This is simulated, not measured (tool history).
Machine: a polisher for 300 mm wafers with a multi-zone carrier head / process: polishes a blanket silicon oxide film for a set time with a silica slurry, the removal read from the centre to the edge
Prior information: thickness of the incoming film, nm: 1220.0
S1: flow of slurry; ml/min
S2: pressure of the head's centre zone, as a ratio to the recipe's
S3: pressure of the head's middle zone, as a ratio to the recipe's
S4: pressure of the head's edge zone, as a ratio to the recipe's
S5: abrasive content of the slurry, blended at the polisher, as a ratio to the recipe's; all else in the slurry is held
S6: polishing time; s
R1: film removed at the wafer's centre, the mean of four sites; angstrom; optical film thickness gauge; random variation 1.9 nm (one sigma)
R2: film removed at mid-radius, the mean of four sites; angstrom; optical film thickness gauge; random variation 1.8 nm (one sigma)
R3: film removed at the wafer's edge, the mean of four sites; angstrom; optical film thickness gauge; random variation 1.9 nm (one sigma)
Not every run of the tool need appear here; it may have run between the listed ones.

{"run": 1, "day": 0.0, "S1": 225, "S2": 1.0, "S3": 1.0, "S4": 1.0, "S5": 1.0, "S6": 74, "R1": 2160.5, "R2": 2230.9, "R3": 2192.8}
{"run": 2, "day": 0.196, "S1": 220, "S2": 0.99, "S3": 1.01, "S4": 0.97, "S5": 1.0, "S6": 74, "R1": 2166.8, "R2": 2241.9, "R3": 2142.7}
{"run": 3, "day": 0.254, "S1": 220, "S2": 1.04, "S3": 1.01, "S4": 0.97, "S5": 1.0, "S6": 74, "R1": 2329.4, "R2": 2218.7, "R3": 2176.5}
{"run": 4, "day": 0.588, "S1": 215, "S2": 1.02, "S3": 1.02, "S4": 0.95, "S5": 1.0, "S6": 74, "R1": 2243.7, "R2": 2237.4, "R3": 2096.4}
{"run": 5, "day": 0.662, "S1": 205, "S2": 1.0, "S3": 1.02, "S4": 0.94, "S5": 1.0, "S6": 74, "R1": 2146.3, "R2": 2263.5, "R3": 2095.4}
{"run": 6, "day": 0.712, "S1": 200, "S2": 0.99, "S3": 1.02, "S4": 0.92, "S5": 1.0, "S6": 74, "R1": 2151.4, "R2": 2210.9, "R3": 2104.0}

What will run 7 give?
{"run": 7, "day": 0.792, "S1": 200, "S2": 0.98, "S3": 1.03, "S4": 0.91, "S5": 0.95, "S6": 74, "R1": "?", "R2": "?", "R3": "?"}

Logged for run 7: R1 2048.3 angstrom, R2 2157.4 angstrom, R3 1988.7 angstrom.
